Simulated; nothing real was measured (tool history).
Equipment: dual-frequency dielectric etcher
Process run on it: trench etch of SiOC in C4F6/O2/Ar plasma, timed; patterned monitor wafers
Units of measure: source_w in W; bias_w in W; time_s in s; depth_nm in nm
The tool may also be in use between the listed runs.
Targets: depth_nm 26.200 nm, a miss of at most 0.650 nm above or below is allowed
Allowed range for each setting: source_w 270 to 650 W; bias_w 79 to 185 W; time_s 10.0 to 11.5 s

run	day	source_w	bias_w	time_s	depth_nm
1	0.000	460	132	11.5	23.253
2	0.208	470	133	11.5	23.541
3	0.438	470	152	11.5	24.531
4	0.504	470	152	10.0	21.242
5	0.529	490	154	10.0	21.653
6	0.750	490	154	10.0	21.668
7	1.100	500	156	10.0	21.951
8	1.267	510	158	10.0	21.976
9	1.554	520	160	10.0	22.444

4 candidate next runs follow, results not yet known. Just one meets every target within its allowed miss. Identify it.
A	1.842	570	150	10.5	?
B	1.842	480	135	10.0	?
C	1.842	540	160	10.5	?
D	1.842	480	182	11.5	?

move	depth_nm
A	23.171
B	20.322
C	23.339
D	25.912
A: closer than the last run, but not yet in spec
B: further off than the last run
C: closer than the last run, but not yet in spec
D: each result inside its tolerance
D meets every target.
